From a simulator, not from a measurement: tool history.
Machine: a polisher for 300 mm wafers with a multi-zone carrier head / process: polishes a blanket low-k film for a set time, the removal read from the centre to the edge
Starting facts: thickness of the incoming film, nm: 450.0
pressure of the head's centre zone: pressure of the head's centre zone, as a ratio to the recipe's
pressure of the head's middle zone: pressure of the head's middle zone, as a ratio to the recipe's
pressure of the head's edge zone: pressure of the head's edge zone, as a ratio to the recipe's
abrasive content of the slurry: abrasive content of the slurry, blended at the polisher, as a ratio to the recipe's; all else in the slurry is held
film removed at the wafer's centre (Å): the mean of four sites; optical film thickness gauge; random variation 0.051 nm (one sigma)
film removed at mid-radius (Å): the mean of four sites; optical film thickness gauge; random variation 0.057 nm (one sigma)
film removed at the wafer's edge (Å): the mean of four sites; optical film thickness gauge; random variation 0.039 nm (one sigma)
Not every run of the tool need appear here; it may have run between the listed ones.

run  hour  flow of slurry (ml/min)  pressure of the head's centre zone  pressure of the head's middle zone  pressure of the head's edge zone  abrasive content of the slurry  polishing time (s)  film removed at the wafer's centre (Å)  film removed at mid-radius (Å)  film removed at the wafer's edge (Å)
  1     0                      235                                   1                                   1                                 1                               1                  33                                  85.822                          87.405                                85.158
  2   4.8                      220                                0.96                                0.94                              0.96                            0.85                  33                                  72.808                          72.649                                72.882
  3  12.6                      220                                0.96                                0.98                              0.96                            0.85                  33                                   73.55                          73.925                                74.001
  4    21                      200                                0.92                                0.92                              0.94                            0.85                  33                                  69.138                          70.661                                71.996
  5  22.2                      200                                0.92                                0.98                              0.94                            0.85                  33                                  69.722                          73.701                                72.466
  6  26.3                      200                                0.92                                0.91                              0.94                            0.85                  33                                  69.755                          68.733                                73.297
  7  33.2                      175                                0.85                                0.84                              0.84                            0.65                  33                                  49.618                          50.646                                53.242
  8  35.6                      210                                0.86                                0.85                              0.88                            0.65                  33                                  51.078                          53.329                                55.954
  9  37.2                      275                                0.95                                0.83                              0.98                            0.65                  33                                  58.619                          52.734                                60.679

Predict the results of run 10:
 10  39.8                      275                                0.95                                0.83                              0.98                            0.65                  33                                       ?                               ?                                     ?

{"run 10": {"film removed at the wafer's centre (Å)": 59.503, "film removed at mid-radius (Å)": 52.712, "film removed at the wafer's edge (Å)": 60.424}}

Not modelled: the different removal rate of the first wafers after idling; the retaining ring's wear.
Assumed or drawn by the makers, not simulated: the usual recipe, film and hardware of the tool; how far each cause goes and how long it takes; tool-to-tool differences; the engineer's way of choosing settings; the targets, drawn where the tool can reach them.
